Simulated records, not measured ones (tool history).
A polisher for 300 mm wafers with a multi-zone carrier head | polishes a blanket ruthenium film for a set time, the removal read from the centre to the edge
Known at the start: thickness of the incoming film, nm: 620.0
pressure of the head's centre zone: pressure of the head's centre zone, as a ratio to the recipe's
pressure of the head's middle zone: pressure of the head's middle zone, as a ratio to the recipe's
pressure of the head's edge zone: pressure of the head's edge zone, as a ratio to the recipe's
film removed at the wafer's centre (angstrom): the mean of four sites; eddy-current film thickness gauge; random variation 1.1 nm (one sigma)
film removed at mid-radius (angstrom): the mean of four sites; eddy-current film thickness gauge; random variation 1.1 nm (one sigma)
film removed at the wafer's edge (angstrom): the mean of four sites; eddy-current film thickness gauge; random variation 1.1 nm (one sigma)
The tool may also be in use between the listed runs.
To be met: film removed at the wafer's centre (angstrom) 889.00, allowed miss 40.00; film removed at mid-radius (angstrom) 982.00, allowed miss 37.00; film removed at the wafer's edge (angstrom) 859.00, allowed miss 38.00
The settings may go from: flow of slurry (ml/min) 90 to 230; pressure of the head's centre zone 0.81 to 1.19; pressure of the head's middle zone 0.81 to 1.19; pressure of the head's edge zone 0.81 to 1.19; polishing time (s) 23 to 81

run  hour  flow of slurry (ml/min)  pressure of the head's centre zone  pressure of the head's middle zone  pressure of the head's edge zone  polishing time (s)  film removed at the wafer's centre (angstrom)  film removed at mid-radius (angstrom)  film removed at the wafer's edge (angstrom)
  1   0.0                      150                                1.00                                1.00                              1.00                  52                                         848.08                                 838.84                                       841.44
  2   7.7                      150                                1.00                                1.00                              1.00                  64                                        1009.20                                1019.20                                      1036.20
  3  12.3                      145                                1.00                                1.01                              0.98                  63                                         990.04                                 989.18                                       993.53
  4  13.6                      145                                0.93                                1.01                              0.98                  63                                         938.62                                 997.94                                      1019.80
  5  20.7                      145                                0.93                                1.01                              0.98                  74                                        1094.60                                1177.20                                      1172.90
  6  29.4                      130                                0.93                                1.01                              0.98                  74                                        1055.00                                1148.10                                      1168.90
     31.4  -- edge zone pressure recalibrated
  7  31.4                      130                                0.93                                1.02                              0.96                  72                                        1060.90                                1146.40                                      1048.90
  8  40.3                      105                                0.84                                0.95                              0.88                  66                                         833.05                                 954.76                                       947.39
  9  43.7                      105                                0.85                                0.96                              0.87                  66                                         835.89                                 971.01                                       905.73
 10  46.5                      105                                0.86                                0.96                              0.87                  66                                         850.96                                 949.91                                       921.22

Which of these 4 next moves meets every target?
  A  49.3                       90                                0.84                                1.03                              0.88                  69                                              ?                                      ?                                            ?
  B  49.3                       90                                0.93                                1.03                              0.81                  66                                              ?                                      ?                                            ?
  C  49.3                      135                                0.93                                1.03                              0.95                  63                                              ?                                      ?                                            ?
  D  49.3                      100                                0.81                                0.89                              0.82                  71                                              ?                                      ?                                            ?

move  film removed at the wafer's centre (angstrom)  film removed at mid-radius (angstrom)  film removed at the wafer's edge (angstrom)
   A                                         828.24                                1024.20                                       946.16
   B                                         877.89                                 979.34                                       872.25
   C                                         911.20                                1005.50                                       941.54
   D                                         840.18                                 951.82                                       958.32
A: further off than the last run
B: meets every target
C: further off than the last run
D: further off than the last run
Answer: B
